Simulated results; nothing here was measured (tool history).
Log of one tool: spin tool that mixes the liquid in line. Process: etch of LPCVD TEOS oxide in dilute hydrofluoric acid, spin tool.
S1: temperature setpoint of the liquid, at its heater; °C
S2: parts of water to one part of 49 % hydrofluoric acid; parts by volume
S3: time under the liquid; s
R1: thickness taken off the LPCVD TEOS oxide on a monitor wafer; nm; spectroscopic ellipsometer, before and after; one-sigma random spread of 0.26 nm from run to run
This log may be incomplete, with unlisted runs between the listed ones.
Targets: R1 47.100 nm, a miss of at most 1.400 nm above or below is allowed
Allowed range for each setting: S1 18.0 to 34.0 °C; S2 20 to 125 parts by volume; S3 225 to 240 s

run,hour,S1,S2,S3,R1
1,0.0,26.0,70,225,60.999
2,5.1,26.0,60,225,72.348
3,11.5,23.5,60,225,64.974
4,18.2,22.0,60,225,60.670
5,23.1,21.0,60,225,58.979
6,27.6,21.0,60,240,62.923
7,30.5,20.0,65,240,55.222
8,34.7,19.5,65,240,54.134
9,36.0,19.0,65,240,53.065

Which one of the following 5 next-run settings gets every result inside its allowed miss? There is exactly one.
A,37.3,20.0,70,225,?
B,37.3,18.0,70,225,?
C,37.3,18.0,55,225,?
D,37.3,22.5,90,240,?
E,37.3,22.5,65,235,?

move,R1
A,47.600
B,43.744
C,56.622
D,42.745
E,59.758
A: every result lands within tolerance
B: carries the result that was furthest off beyond its target, to the other side
C: further off than the last run
D: carries the result that was furthest off beyond its target, to the other side
E: further off than the last run
A is the move that brings every result within its allowed miss.

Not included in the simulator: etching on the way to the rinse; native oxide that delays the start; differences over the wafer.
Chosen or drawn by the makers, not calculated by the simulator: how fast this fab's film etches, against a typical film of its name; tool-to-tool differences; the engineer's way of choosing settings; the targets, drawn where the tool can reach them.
